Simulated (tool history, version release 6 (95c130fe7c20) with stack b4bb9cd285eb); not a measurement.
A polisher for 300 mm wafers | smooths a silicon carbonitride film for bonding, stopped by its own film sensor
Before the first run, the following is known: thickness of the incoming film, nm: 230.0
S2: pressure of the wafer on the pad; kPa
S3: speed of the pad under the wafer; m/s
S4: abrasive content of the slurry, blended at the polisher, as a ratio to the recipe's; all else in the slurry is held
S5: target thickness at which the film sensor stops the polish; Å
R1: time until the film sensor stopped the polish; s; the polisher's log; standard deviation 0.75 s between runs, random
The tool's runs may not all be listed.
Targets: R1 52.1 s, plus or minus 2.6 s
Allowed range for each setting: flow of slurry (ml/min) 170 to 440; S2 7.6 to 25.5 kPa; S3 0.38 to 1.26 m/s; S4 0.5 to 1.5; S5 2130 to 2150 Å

Run 1, hour 0: flow of slurry (ml/min) 280, S2 16.5 kPa, S3 0.82 m/s, S4 1, S5 2130 Å. Result: R1 67.912 s.
Run 2, hour 7.2: flow of slurry (ml/min) 280, S2 17.2 kPa, S3 0.82 m/s, S4 1, S5 2130 Å. Result: R1 65.138 s.
Run 3, hour 10.7: flow of slurry (ml/min) 280, S2 17.9 kPa, S3 0.82 m/s, S4 1, S5 2130 Å. Result: R1 61.404 s.
Run 4, hour 15.8: flow of slurry (ml/min) 280, S2 19.3 kPa, S3 0.82 m/s, S4 1, S5 2130 Å. Result: R1 59.451 s.
Run 5, hour 18.9: flow of slurry (ml/min) 280, S2 15.9 kPa, S3 0.82 m/s, S4 1, S5 2130 Å. Result: R1 71.793 s.
Run 6, hour 25.4: flow of slurry (ml/min) 280, S2 16.5 kPa, S3 0.82 m/s, S4 1, S5 2130 Å. Result: R1 66.676 s.
Run 7, hour 32.7: flow of slurry (ml/min) 280, S2 17.2 kPa, S3 0.82 m/s, S4 1, S5 2130 Å. Result: R1 64.839 s.
Run 8, hour 34.4: flow of slurry (ml/min) 280, S2 17.9 kPa, S3 0.82 m/s, S4 1, S5 2130 Å. Result: R1 63.772 s.
Run 9, hour 42.6: flow of slurry (ml/min) 280, S2 18.6 kPa, S3 0.82 m/s, S4 1, S5 2130 Å. Result: R1 61.232 s.
Run 10, hour 47.3: flow of slurry (ml/min) 280, S2 19.3 kPa, S3 0.82 m/s, S4 1, S5 2130 Å. Result: R1 59.206 s.

Which single option among these 4 for the next run brings every result within its allowed miss of target? Just one does.
Run A, hour 52: flow of slurry (ml/min) 255, S2 17.9 kPa, S3 0.72 m/s, S4 1.05, S5 2150 Å. Result: R1 ?.
Run B, hour 52: flow of slurry (ml/min) 250, S2 22.1 kPa, S3 0.62 m/s, S4 1.15, S5 2140 Å. Result: R1 ?.
Run C, hour 52: flow of slurry (ml/min) 270, S2 20.7 kPa, S3 0.8 m/s, S4 0.9, S5 2150 Å. Result: R1 ?.
Run D, hour 52: flow of slurry (ml/min) 295, S2 17.2 kPa, S3 0.94 m/s, S4 0.65, S5 2150 Å. Result: R1 ?.

move      R1
   A  61.183
   B  58.131
   C  51.759
   D  61.934
A: its largest miss is bigger than the last run's
B: an improvement on the last run, though not all results are within tolerance
C: in spec on every target
D: its largest miss is bigger than the last run's
C is the move that brings every result within its allowed miss.

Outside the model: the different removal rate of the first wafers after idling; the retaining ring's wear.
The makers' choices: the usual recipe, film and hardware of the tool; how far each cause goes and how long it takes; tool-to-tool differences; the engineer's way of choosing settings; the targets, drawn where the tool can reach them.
